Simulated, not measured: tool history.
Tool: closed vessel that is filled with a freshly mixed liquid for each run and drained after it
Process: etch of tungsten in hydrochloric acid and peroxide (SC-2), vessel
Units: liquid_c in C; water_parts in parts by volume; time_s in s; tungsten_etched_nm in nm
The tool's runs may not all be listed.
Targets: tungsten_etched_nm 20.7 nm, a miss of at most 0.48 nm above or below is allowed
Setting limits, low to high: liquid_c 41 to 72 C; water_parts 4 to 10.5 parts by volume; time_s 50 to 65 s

run	day	liquid_c	water_parts	time_s	tungsten_etched_nm
1	0	57	5.5	65	29.327
2	0.092	57	6	65	27.426
3	0.221	56	6	65	25.539
4	0.262	56	6	65	25.415
5	0.338	55.5	6	65	25.007
6	0.592	55	6	65	24.254
7	0.804	54.5	6	65	23.509
8	1.112	54	6	65	22.681
9	1.421	53.5	6	65	21.78

Below are 4 possible settings for the next run. Only one of them brings all results inside the allowed miss of their targets. Which is it?
A	1.729	53.5	5.5	60	?
B	1.729	53.5	5	60	?
C	1.729	56	5	50	?
D	1.729	53.5	4.5	50	?

move	tungsten_etched_nm
A	21.875
B	23.438
C	22.923
D	21.034
A: further off than the last run
B: further off than the last run
C: further off than the last run
D: every result within its allowed miss
So the answer is move D, the one that meets all the targets.

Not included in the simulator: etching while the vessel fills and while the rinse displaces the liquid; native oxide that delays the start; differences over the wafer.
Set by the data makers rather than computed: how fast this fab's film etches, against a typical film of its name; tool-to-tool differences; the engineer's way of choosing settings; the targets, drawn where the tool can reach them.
